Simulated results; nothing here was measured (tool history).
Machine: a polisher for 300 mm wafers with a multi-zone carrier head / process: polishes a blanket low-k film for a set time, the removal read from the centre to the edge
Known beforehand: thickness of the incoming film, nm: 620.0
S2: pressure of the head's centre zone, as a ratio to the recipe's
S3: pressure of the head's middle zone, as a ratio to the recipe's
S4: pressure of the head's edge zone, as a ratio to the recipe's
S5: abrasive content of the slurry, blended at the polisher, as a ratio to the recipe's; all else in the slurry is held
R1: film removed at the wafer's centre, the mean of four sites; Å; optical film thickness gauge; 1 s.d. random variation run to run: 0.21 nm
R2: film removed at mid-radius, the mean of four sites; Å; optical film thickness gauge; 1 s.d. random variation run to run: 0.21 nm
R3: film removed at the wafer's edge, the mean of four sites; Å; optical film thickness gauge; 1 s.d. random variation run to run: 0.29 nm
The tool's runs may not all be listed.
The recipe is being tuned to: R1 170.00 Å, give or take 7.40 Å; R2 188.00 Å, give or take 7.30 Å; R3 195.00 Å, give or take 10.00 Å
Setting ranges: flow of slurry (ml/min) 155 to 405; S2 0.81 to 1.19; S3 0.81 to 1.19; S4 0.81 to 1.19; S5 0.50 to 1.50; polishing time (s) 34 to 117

run 1 hour=0.0 | flow_of_slurry_(ml/min)=260 S2=1.00 S3=1.00 S4=1.00 S5=1.00 polishing_time_(s)=75 | R1=315.43 R2=310.10 R3=328.78
run 2 hour=6.2 | flow_of_slurry_(ml/min)=260 S2=1.00 S3=1.00 S4=1.00 S5=1.20 polishing_time_(s)=75 | R1=350.71 R2=341.09 R3=370.31
run 3 hour=8.3 | flow_of_slurry_(ml/min)=260 S2=1.00 S3=1.00 S4=1.00 S5=1.40 polishing_time_(s)=75 | R1=376.61 R2=373.49 R3=402.75
run 4 hour=13.3 | flow_of_slurry_(ml/min)=260 S2=1.00 S3=1.00 S4=1.00 S5=1.50 polishing_time_(s)=75 | R1=379.89 R2=387.91 R3=416.27
run 5 hour=17.4 | flow_of_slurry_(ml/min)=255 S2=0.95 S3=1.00 S4=0.98 S5=1.25 polishing_time_(s)=69 | R1=312.60 R2=331.19 R3=336.97
run 6 hour=23.6 | flow_of_slurry_(ml/min)=250 S2=0.92 S3=0.98 S4=1.00 S5=1.05 polishing_time_(s)=65 | R1=250.94 R2=275.09 R3=298.01
-- hour=32.5 slurry nozzle cleaned
run 7 hour=32.5 | flow_of_slurry_(ml/min)=250 S2=0.91 S3=0.96 S4=0.97 S5=0.90 polishing_time_(s)=63 | R1=231.17 R2=247.08 R3=261.53
run 8 hour=34.8 | flow_of_slurry_(ml/min)=245 S2=0.89 S3=0.95 S4=0.95 S5=0.80 polishing_time_(s)=62 | R1=203.77 R2=215.49 R3=235.71
run 9 hour=42.5 | flow_of_slurry_(ml/min)=240 S2=0.84 S3=0.99 S4=0.85 S5=0.65 polishing_time_(s)=60 | R1=148.66 R2=172.60 R3=169.05

Next run, 4 choices. One meets every target within its allowed miss, the rest don't. Which?
run A hour=50.2 | flow_of_slurry_(ml/min)=205 S2=0.87 S3=0.85 S4=1.03 S5=0.70 polishing_time_(s)=61 | R1=? R2=? R3=?
run B hour=50.2 | flow_of_slurry_(ml/min)=355 S2=0.83 S3=0.91 S4=0.84 S5=0.60 polishing_time_(s)=75 | R1=? R2=? R3=?
run C hour=50.2 | flow_of_slurry_(ml/min)=155 S2=0.90 S3=0.81 S4=1.02 S5=0.60 polishing_time_(s)=75 | R1=? R2=? R3=?
run D hour=50.2 | flow_of_slurry_(ml/min)=200 S2=1.01 S3=1.15 S4=0.81 S5=0.75 polishing_time_(s)=48 | R1=? R2=? R3=?

move=A R1=164.45 R2=167.29 R3=202.68
move=B R1=166.26 R2=185.62 R3=191.78
move=C R1=164.61 R2=156.82 R3=197.67
move=D R1=161.90 R2=178.34 R3=152.97
A: brings the last run's worst result on target, with another outside its allowed miss
B: hits every target within its allowed miss
C: brings the last run's worst result on target, with another outside its allowed miss
D: the biggest miss grows against the last run
So the answer is move B, the one that meets all the targets.
